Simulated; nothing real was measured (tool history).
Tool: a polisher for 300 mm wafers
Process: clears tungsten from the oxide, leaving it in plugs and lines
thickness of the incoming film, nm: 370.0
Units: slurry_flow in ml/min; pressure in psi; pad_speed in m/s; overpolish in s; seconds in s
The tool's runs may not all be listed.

Run 1, day 0.000: slurry_flow 230 ml/min, pressure 3.4 psi, pad_speed 1.38 m/s, slurry_solids 1.0, overpolish 4 s. Result: seconds 69.529 s.
Run 2, day 0.242: slurry_flow 230 ml/min, pressure 3.9 psi, pad_speed 1.38 m/s, slurry_solids 1.0, overpolish 4 s. Result: seconds 60.306 s.
Run 3, day 0.442: slurry_flow 230 ml/min, pressure 4.3 psi, pad_speed 1.42 m/s, slurry_solids 1.0, overpolish 4 s. Result: seconds 54.030 s.
Run 4, day 0.700: slurry_flow 230 ml/min, pressure 4.6 psi, pad_speed 1.48 m/s, slurry_solids 1.0, overpolish 4 s. Result: seconds 48.289 s.
Run 5, day 0.983: slurry_flow 230 ml/min, pressure 4.8 psi, pad_speed 1.52 m/s, slurry_solids 1.0, overpolish 4 s. Result: seconds 45.625 s.
Run 6, day 1.358: slurry_flow 230 ml/min, pressure 4.9 psi, pad_speed 1.56 m/s, slurry_solids 1.0, overpolish 4 s. Result: seconds 42.708 s.
Run 7, day 1.633: slurry_flow 230 ml/min, pressure 5.0 psi, pad_speed 1.58 m/s, slurry_solids 1.0, overpolish 4 s. Result: seconds 42.350 s.
Run 8, day 1.654: slurry_flow 230 ml/min, pressure 5.1 psi, pad_speed 1.62 m/s, slurry_solids 1.0, overpolish 4 s. Result: seconds 40.481 s.
Run 9, day 1.792: slurry_flow 230 ml/min, pressure 5.2 psi, pad_speed 1.64 m/s, slurry_solids 1.0, overpolish 4 s. Result: seconds 38.850 s.
Run 10, day 1.996: slurry_flow 230 ml/min, pressure 5.2 psi, pad_speed 1.66 m/s, slurry_solids 1.0, overpolish 4 s. Result: seconds 38.133 s.

The next listed run, before its measurement:
Run 11, day 2.054: slurry_flow 230 ml/min, pressure 5.2 psi, pad_speed 1.68 m/s, slurry_solids 1.0, overpolish 4 s. Result: seconds ?.

{"run 11": {"seconds": 38.372}}
